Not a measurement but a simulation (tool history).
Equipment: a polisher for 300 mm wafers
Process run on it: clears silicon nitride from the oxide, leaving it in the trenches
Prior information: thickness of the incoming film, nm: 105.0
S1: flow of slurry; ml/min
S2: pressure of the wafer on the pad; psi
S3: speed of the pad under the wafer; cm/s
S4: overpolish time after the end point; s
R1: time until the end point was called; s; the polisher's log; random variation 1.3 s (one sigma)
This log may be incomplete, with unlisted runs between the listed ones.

run	hour	S1	S2	S3	S4	R1
1	0.0	260	2.7	130	6	99.138
2	7.4	260	2.8	130	6	98.718
3	14.8	260	2.8	148	6	83.963
4	18.8	260	2.8	148	6	84.550
5	27.7	225	2.8	148	6	88.830
6	33.5	225	2.5	148	6	97.906
7	35.4	230	2.6	148	6	90.105

Run 8 comes next. What will it give?
8	38.7	230	2.7	148	6	?

{"run 8": {"R1": 88.049}}

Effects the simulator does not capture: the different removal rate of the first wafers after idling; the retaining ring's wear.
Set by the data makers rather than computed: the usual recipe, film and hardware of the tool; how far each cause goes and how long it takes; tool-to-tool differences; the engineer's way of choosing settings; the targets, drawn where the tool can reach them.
